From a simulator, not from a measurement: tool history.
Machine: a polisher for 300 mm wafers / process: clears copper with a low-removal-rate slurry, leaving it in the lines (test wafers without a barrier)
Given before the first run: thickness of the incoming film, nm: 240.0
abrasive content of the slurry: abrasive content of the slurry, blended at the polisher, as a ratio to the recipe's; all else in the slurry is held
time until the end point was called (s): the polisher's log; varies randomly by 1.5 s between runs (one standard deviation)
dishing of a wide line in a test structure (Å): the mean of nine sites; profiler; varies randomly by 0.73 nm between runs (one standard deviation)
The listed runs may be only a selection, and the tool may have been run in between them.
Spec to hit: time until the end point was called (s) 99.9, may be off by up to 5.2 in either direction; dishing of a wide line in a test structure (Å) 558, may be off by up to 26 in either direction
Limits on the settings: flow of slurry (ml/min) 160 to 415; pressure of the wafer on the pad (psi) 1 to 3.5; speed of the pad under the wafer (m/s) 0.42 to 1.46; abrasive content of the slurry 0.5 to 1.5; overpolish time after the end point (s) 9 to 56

run,hour,flow of slurry (ml/min),pressure of the wafer on the pad (psi),speed of the pad under the wafer (m/s),abrasive content of the slurry,overpolish time after the end point (s),time until the end point was called (s),dishing of a wide line in a test structure (Å)
1,0,265,2.2,0.94,1,29,125.87,378.34
2,2.2,265,2.2,0.94,1.15,29,121.88,386.21
3,5.9,265,2.2,0.94,1.15,19,120.93,274.2
4,7.4,255,2.3,0.94,1.1,23,122.42,315.92
5,10,255,2.3,0.94,0.9,23,125.25,305.88
6,10.6,250,2.4,0.94,0.9,26,121.58,349.15
7,11.5,250,2.5,0.94,0.9,28,120.35,382.2
8,18.1,255,2.6,0.94,0.9,29,116.62,406.65
9,20.3,255,2.7,0.94,0.9,30,114.99,432.94
10,24.3,255,3.2,0.94,0.9,34,101.81,531.06

Of the 4 settings listed for the next run, only one would bring every result within its allowed miss of target. Which one?
A,28.3,275,3.5,0.9,0.8,37,?,?
B,28.3,210,3,0.88,0.9,38,?,?
C,28.3,220,3.5,0.82,1.15,31,?,?
D,28.3,275,3,0.92,1.05,33,?,?

move,time until the end point was called (s),dishing of a wide line in a test structure (Å)
A,98.507,574.96
B,112.41,524.38
C,100.75,490.65
D,100.93,510.7
A: hits every target within its allowed miss
B: misses by more than the last run did
C: misses by more than the last run did
D: misses by more than the last run did
Go with A: it meets all targets.
